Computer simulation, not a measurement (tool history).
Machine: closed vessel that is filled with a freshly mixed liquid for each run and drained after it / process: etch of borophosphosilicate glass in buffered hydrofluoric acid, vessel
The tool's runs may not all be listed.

run	hour	temperature setpoint of the liquid (C)	parts of 40 % ammonium fluoride to one part of 49 % hydrofluoric acid (parts by volume)	time in the liquid (s)	thickness taken off the borophosphosilicate glass on a monitor wafer (Å)
1	0	25	8	95	2038.7
2	7.8	21.5	8	95	1675.3
3	11.3	21.5	9	95	1458.2
4	18.9	21.5	7.5	95	1811.5
5	26	23.5	7	95	2186
# hour 29.2: thermometer replaced
6	29.2	23.5	7	95	2277
7	36.8	27.5	5	95	3798.8
8	40.6	28	5	95	3880.6

Run 9, settings as shown, results not yet in. Your forecast:
9	47.3	28.5	5	95	?

thickness taken off the borophosphosilicate glass on a monitor wafer (Å): 4017.4
